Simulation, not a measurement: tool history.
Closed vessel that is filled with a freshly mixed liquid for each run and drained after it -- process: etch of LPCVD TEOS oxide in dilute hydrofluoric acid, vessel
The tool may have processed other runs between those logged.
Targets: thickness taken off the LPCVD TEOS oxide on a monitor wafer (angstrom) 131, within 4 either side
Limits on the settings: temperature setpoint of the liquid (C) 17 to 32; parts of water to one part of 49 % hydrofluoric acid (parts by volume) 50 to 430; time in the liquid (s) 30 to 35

run,hour,temperature setpoint of the liquid (C),parts of water to one part of 49 % hydrofluoric acid (parts by volume),time in the liquid (s),thickness taken off the LPCVD TEOS oxide on a monitor wafer (angstrom)
1,0,24,240,35,36.342
2,4.5,26,195,35,49.738
3,12.1,24.5,195,35,47.818
4,15.8,26,160,35,63.014
5,23.9,27.5,140,35,79.213
6,27.3,28.5,130,35,89.576
7,28,32,85,35,168.02
8,31,28.5,85,35,142.44
9,34.5,28,85,35,142.98
10,41.5,27.5,85,35,138.55
11,44,27,85,35,136.79
12,48.1,27,85,35,133.75

Consider the 4 candidate settings below. Which is the only one whose results all fall within their allowed miss of target?
A,52.2,26,80,35,?
B,52.2,22,60,30,?
C,52.2,28,85,35,?
D,52.2,24.5,80,35,?

move,thickness taken off the LPCVD TEOS oxide on a monitor wafer (angstrom)
A,139.42
B,139.03
C,140.93
D,131.34
A: further off than the last run
B: further off than the last run
C: further off than the last run
D: each result inside its tolerance
Move D is the one to make.
